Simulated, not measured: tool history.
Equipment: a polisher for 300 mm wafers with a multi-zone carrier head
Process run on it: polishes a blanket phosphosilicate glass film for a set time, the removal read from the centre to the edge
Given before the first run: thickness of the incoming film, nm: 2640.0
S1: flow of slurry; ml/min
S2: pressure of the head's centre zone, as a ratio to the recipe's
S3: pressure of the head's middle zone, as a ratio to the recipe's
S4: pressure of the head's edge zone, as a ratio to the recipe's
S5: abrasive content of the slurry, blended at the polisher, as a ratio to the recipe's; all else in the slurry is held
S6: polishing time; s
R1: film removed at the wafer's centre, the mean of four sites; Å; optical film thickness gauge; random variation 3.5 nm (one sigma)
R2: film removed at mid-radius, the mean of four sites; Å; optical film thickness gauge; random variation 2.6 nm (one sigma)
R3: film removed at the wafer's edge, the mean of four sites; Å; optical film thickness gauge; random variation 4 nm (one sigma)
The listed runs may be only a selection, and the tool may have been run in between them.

run  hour   S1    S2    S3    S4    S5  S6      R1      R2      R3
  1     0  135     1     1     1     1  59  2703.5  2750.4  2814.7
  2   7.3  135     1     1  1.03     1  59  2730.5  2745.2  2896.8
  3   9.7  135  0.92     1  1.03     1  59  2521.3  2790.7  2895.6
  4  18.6  145  0.97  1.03  1.06  1.05  59  2775.3  2936.1  3039.2
  5  22.6  145  0.97  1.03  1.06  1.05  49    2292  2444.3  2470.1
  6  28.6  130  0.97  1.03  1.06  1.05  49  2204.7  2354.9  2453.7
  7  32.4  140  1.01  1.05  1.08  1.15  51  2571.6  2660.1    2697
  8  37.7  145  1.03  1.05   1.1  1.25  53  2837.5  2906.4  2943.2
  9  40.9  150  1.05  1.05  1.12   1.3  54  2997.7  3003.9  3177.6
 10  43.2  160  1.08  1.06  1.13  1.35  54  3216.7  3137.8  3202.6
 11  48.6  160   1.1  1.06  1.14   1.4  55  3336.2  3208.9  3290.8
 12  52.9  165  1.11  1.06  1.15   1.4  56  3496.3  3317.6  3464.9
 13  60.3  170  1.12  1.07  1.16   1.4  56  3560.5  3359.8  3467.1
 14  67.2  175  1.13  1.07  1.17   1.4  56  3568.8  3399.1  3461.1

What will run 15 give?
 15  72.2  175  1.14  1.07  1.17  1.4  56   ?   ?   ?

{"run 15": {"R1": 3590.8, "R2": 3364.8, "R3": 3506.1}}
